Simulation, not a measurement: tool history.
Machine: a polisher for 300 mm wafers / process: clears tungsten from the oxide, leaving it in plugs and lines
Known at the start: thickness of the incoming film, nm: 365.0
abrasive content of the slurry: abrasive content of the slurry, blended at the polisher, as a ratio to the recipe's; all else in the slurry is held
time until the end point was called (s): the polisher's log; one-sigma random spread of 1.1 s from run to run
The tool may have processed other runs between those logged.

run  hour  flow of slurry (ml/min)  pressure of the wafer on the pad (kPa)  speed of the pad under the wafer (cm/s)  abrasive content of the slurry  overpolish time after the end point (s)  time until the end point was called (s)
  1     0                      285                                    25.5                                      102                               1                                        3                                   85.729
  2   3.8                      285                                    24.8                                      102                               1                                        3                                   84.886
  3   6.6                      285                                    24.8                                      102                             1.1                                        3                                   86.213
  4  12.5                      285                                    24.8                                      102                            1.25                                        3                                   82.319
  5  18.1                      285                                    24.1                                      102                            1.25                                        3                                   86.061
  6  26.3                      285                                    23.4                                      102                            1.25                                        3                                   87.515
  7    27                      285                                    22.8                                      102                            1.25                                        3                                   88.083

Predict the results of run 8:
  8    34                      285                                    22.1                                      102                            1.25                                        3                                        ?

time until the end point was called (s): 92.261

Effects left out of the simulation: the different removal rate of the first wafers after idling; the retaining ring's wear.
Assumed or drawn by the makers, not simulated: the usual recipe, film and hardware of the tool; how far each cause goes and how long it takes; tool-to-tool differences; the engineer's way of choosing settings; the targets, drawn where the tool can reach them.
